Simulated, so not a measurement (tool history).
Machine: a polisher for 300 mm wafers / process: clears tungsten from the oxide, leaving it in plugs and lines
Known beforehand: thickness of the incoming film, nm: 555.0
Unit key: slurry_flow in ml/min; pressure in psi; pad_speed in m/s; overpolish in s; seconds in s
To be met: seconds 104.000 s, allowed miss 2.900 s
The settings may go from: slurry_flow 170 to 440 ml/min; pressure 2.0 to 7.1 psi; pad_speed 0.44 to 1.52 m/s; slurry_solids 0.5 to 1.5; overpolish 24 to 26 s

| run | hour | slurry_flow | pressure | pad_speed | slurry_solids | overpolish | seconds |
|---|---|---|---|---|---|---|---|
| 1 | 0.0 | 280 | 4.5 | 0.98 | 1.0 | 24 | 89.645 |
| 2 | 7.7 | 280 | 5.1 | 0.98 | 1.0 | 24 | 81.779 |
| 3 | 9.2 | 280 | 5.1 | 0.98 | 0.9 | 24 | 84.060 |
| 4 | 11.2 | 280 | 4.9 | 0.98 | 0.9 | 24 | 86.410 |
| 5 | 14.4 | 280 | 4.8 | 0.98 | 0.9 | 24 | 89.149 |
| 6 | 19.4 | 280 | 4.7 | 0.98 | 0.9 | 24 | 90.674 |
| 7 | 22.3 | 280 | 4.6 | 0.98 | 0.9 | 24 | 92.191 |
| 8 | 23.8 | 280 | 4.5 | 0.98 | 0.9 | 24 | 93.602 |
| 9 | 26.9 | 280 | 4.4 | 0.98 | 0.9 | 24 | 93.358 |
| 10 | 30.0 | 280 | 4.3 | 0.98 | 0.9 | 24 | 96.700 |
| 11 | 36.6 | 280 | 4.2 | 0.98 | 0.9 | 24 | 98.095 |

Pick the move, out of 5, that brings all results within their allowed miss; only one does.
| A | 43.2 | 170 | 4.4 | 1.00 | 1.1 | 24 | ? |
| B | 43.2 | 275 | 4.8 | 0.98 | 0.9 | 24 | ? |
| C | 43.2 | 265 | 4.1 | 0.94 | 0.9 | 26 | ? |
| D | 43.2 | 265 | 4.2 | 1.06 | 0.9 | 24 | ? |
| E | 43.2 | 280 | 3.8 | 1.14 | 0.8 | 24 | ? |

| move | seconds |
|---|---|
| A | 93.528 |
| B | 88.331 |
| C | 103.690 |
| D | 90.917 |
| E | 93.880 |
A: misses by more than the last run did
B: misses by more than the last run did
C: all results land within tolerance of their targets
D: misses by more than the last run did
E: misses by more than the last run did
Go with C: it meets all targets.
